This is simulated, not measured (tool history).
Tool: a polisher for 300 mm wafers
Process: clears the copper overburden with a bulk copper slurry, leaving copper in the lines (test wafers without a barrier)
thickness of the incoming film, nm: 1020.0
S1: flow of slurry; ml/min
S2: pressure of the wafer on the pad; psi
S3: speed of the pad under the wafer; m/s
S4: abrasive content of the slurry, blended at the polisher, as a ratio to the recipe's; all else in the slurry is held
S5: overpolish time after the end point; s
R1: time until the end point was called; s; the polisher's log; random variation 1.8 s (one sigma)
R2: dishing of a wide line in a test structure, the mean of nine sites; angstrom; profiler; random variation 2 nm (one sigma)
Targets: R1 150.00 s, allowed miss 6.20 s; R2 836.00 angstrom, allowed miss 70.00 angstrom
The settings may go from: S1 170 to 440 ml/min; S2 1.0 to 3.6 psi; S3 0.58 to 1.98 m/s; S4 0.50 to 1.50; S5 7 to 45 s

run 1 day=0.000 | S1=280 S2=2.3 S3=1.28 S4=1.00 S5=23 | R1=114.80 R2=733.84
run 2 day=0.338 | S1=280 S2=2.1 S3=1.26 S4=1.00 S5=28 | R1=130.88 R2=755.79
run 3 day=0.512 | S1=280 S2=2.1 S3=1.54 S4=1.00 S5=28 | R1=105.83 R2=759.97
run 4 day=0.562 | S1=280 S2=1.9 S3=1.52 S4=1.00 S5=32 | R1=118.80 R2=775.10
run 5 day=0.675 | S1=280 S2=1.4 S3=1.52 S4=1.00 S5=32 | R1=157.38 R2=649.92
run 6 day=0.800 | S1=280 S2=1.6 S3=1.52 S4=1.00 S5=32 | R1=139.73 R2=707.82
run 7 day=0.904 | S1=280 S2=1.6 S3=1.50 S4=1.00 S5=35 | R1=141.80 R2=691.41
run 8 day=0.958 | S1=290 S2=1.7 S3=1.38 S4=1.05 S5=38 | R1=144.48 R2=707.28
run 9 day=1.138 | S1=270 S2=1.8 S3=1.36 S4=0.95 S5=40 | R1=138.89 R2=768.11
run 10 day=1.192 | S1=255 S2=1.8 S3=1.34 S4=0.85 S5=41 | R1=146.15 R2=716.67
run 11 day=1.288 | S1=270 S2=1.8 S3=1.32 S4=1.00 S5=42 | R1=144.06 R2=784.33

Which of these 4 next moves meets every target?
run A day=1.383 | S1=290 S2=1.7 S3=1.44 S4=1.10 S5=42 | R1=? R2=?
run B day=1.383 | S1=260 S2=2.2 S3=1.14 S4=1.10 S5=45 | R1=? R2=?
run C day=1.383 | S1=230 S2=2.1 S3=1.08 S4=1.25 S5=45 | R1=? R2=?
run D day=1.383 | S1=300 S2=1.8 S3=1.40 S4=1.00 S5=40 | R1=? R2=?

move=A R1=136.07 R2=738.65
move=B R1=134.66 R2=813.13
move=C R1=147.77 R2=786.99
move=D R1=133.77 R2=747.86
A: further off than the last run
B: further off than the last run
C: meets every target
D: further off than the last run
Move C is the one to make.
